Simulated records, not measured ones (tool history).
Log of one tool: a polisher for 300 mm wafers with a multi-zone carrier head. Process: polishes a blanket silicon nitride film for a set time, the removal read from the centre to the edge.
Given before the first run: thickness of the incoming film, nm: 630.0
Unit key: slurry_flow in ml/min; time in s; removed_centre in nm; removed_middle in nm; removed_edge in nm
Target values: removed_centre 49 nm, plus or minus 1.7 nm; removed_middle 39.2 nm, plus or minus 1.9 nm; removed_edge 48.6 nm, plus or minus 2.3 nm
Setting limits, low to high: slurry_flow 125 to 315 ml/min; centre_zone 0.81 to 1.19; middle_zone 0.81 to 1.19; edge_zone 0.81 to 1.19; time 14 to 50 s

Run 1, hour 0: slurry_flow 205 ml/min, centre_zone 1, middle_zone 1, edge_zone 1, time 32 s. Result: removed_centre 54.042 nm, removed_middle 54.917 nm, removed_edge 54.566 nm.
Run 2, hour 3.3: slurry_flow 200 ml/min, centre_zone 1.01, middle_zone 0.98, edge_zone 1.01, time 32 s. Result: removed_centre 55.015 nm, removed_middle 52.752 nm, removed_edge 54.168 nm.
Run 3, hour 4.3: slurry_flow 195 ml/min, centre_zone 1.01, middle_zone 0.96, edge_zone 1.01, time 32 s. Result: removed_centre 53.599 nm, removed_middle 50.899 nm, removed_edge 54.635 nm.
Run 4, hour 11.7: slurry_flow 165 ml/min, centre_zone 1.01, middle_zone 0.96, edge_zone 1.01, time 32 s. Result: removed_centre 52.215 nm, removed_middle 49.579 nm, removed_edge 52.434 nm.
Run 5, hour 13: slurry_flow 165 ml/min, centre_zone 1.01, middle_zone 0.9, edge_zone 1.01, time 32 s. Result: removed_centre 51.905 nm, removed_middle 47.995 nm, removed_edge 52.58 nm.
Run 6, hour 17.5: slurry_flow 160 ml/min, centre_zone 1.02, middle_zone 0.89, edge_zone 1.02, time 32 s. Result: removed_centre 52.702 nm, removed_middle 47.461 nm, removed_edge 54.07 nm.
Run 7, hour 19.8: slurry_flow 160 ml/min, centre_zone 1.03, middle_zone 0.88, edge_zone 1.02, time 32 s. Result: removed_centre 52.311 nm, removed_middle 45.527 nm, removed_edge 52.451 nm.
Run 8, hour 28.2: slurry_flow 160 ml/min, centre_zone 1.03, middle_zone 0.87, edge_zone 1.02, time 32 s. Result: removed_centre 52.629 nm, removed_middle 45.739 nm, removed_edge 51.826 nm.
Run 9, hour 34.3: slurry_flow 135 ml/min, centre_zone 1.06, middle_zone 0.81, edge_zone 1.12, time 29 s. Result: removed_centre 46.62 nm, removed_middle 37.729 nm, removed_edge 48.184 nm.

Which one of the following 4 next-run settings gets every result inside its allowed miss? There is exactly one.
Run A, hour 40.4: slurry_flow 125 ml/min, centre_zone 1.05, middle_zone 0.84, edge_zone 1.19, time 28 s. Result: removed_centre ?, removed_middle ?, removed_edge ?.
Run B, hour 40.4: slurry_flow 145 ml/min, centre_zone 1.08, middle_zone 0.84, edge_zone 1.09, time 29 s. Result: removed_centre ?, removed_middle ?, removed_edge ?.
Run C, hour 40.4: slurry_flow 130 ml/min, centre_zone 1.16, middle_zone 0.81, edge_zone 1.1, time 28 s. Result: removed_centre ?, removed_middle ?, removed_edge ?.
Run D, hour 40.4: slurry_flow 125 ml/min, centre_zone 1.01, middle_zone 0.83, edge_zone 1.11, time 30 s. Result: removed_centre ?, removed_middle ?, removed_edge ?.

move  removed_centre  removed_middle  removed_edge
   A          43.698          36.074        47.819
   B          48.641           38.82        48.633
   C          48.902          35.383        46.285
   D           45.02          38.286        49.432
A: further off than the last run
B: every result lands within tolerance
C: gets the furthest-off result to its target, but another result is out of tolerance
D: further off than the last run
B meets every target.
